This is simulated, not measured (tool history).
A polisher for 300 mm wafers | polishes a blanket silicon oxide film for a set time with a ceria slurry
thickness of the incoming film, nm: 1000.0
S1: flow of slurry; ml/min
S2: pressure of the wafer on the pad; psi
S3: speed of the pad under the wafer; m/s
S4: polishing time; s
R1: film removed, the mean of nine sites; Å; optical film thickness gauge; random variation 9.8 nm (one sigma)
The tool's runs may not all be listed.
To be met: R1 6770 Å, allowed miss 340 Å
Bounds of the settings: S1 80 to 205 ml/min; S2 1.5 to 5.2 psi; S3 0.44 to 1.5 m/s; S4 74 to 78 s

run  hour   S1   S2    S3  S4      R1
  1     0  135  3.3  0.96  74  3789.4
  2   6.1  135  3.3  0.96  74  3745.3
  3   9.1  135  3.8  0.98  74    4457
  4  17.5  120  3.8  0.98  74  4308.3
  5    21  145  3.8  0.98  74  4398.8
  6    24  145  3.8  0.98  74  4379.3
  7  29.8  145  4.2     1  74  4958.9
  8  34.4  145  4.5  1.02  74  5455.2
  9  37.9  145  4.7  1.04  74  5847.9
 10  40.3  145  4.8  1.04  74  5945.7
 11  42.9  145  4.9  1.06  74  6248.3

Which of these 5 next moves meets every target?
  A  45.5  155  4.7  0.88  74   ?
  B  45.5  150  5.1  0.92  74   ?
  C  45.5  150  4.3  0.96  74   ?
  D  45.5  135  4.6  1.04  74   ?
  E  45.5  120  5.2  1.06  78   ?

move      R1
   A  4881.7
   B  5487.9
   C  4839.5
   D  5472.2
   E  6453.6
A: further off than the last run
B: further off than the last run
C: further off than the last run
D: further off than the last run
E: meets every target
Answer: E
